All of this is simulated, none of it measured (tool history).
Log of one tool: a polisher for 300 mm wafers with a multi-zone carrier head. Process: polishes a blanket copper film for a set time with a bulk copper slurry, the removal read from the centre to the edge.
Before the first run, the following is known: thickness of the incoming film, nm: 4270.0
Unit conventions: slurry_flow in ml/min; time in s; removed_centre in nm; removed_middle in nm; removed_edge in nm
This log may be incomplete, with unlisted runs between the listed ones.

| run | hour | slurry_flow | centre_zone | middle_zone | edge_zone | slurry_solids | time | removed_centre | removed_middle | removed_edge |
|---|---|---|---|---|---|---|---|---|---|---|
| 1 | 0 | 260 | 1 | 1 | 1 | 1 | 43 | 342.17 | 343.47 | 342.77 |
| 2 | 6.2 | 250 | 0.98 | 0.95 | 0.97 | 0.9 | 43 | 332.54 | 329.51 | 332.99 |
| 3 | 14.3 | 250 | 0.98 | 0.98 | 0.97 | 0.9 | 43 | 327.5 | 327.74 | 328.54 |
| 4 | 20.3 | 235 | 0.97 | 0.94 | 0.96 | 0.8 | 43 | 325.99 | 311.77 | 320.21 |
| 5 | 22.5 | 225 | 0.94 | 0.91 | 0.95 | 0.7 | 43 | 301.75 | 299.47 | 321.5 |
| 6 | 25 | 220 | 0.94 | 0.89 | 0.92 | 0.65 | 42 | 286.91 | 283.05 | 304.94 |
| 7 | 28 | 215 | 0.95 | 0.87 | 0.9 | 0.6 | 42 | 286.29 | 273.71 | 296.49 |

Run 8 has not been measured yet. What should we expect?
| 8 | 29.1 | 210 | 0.95 | 0.86 | 0.89 | 0.6 | 42 | ? | ? | ? |

removed_centre: 290.31 nm
removed_middle: 272.15 nm
removed_edge: 295.34 nm
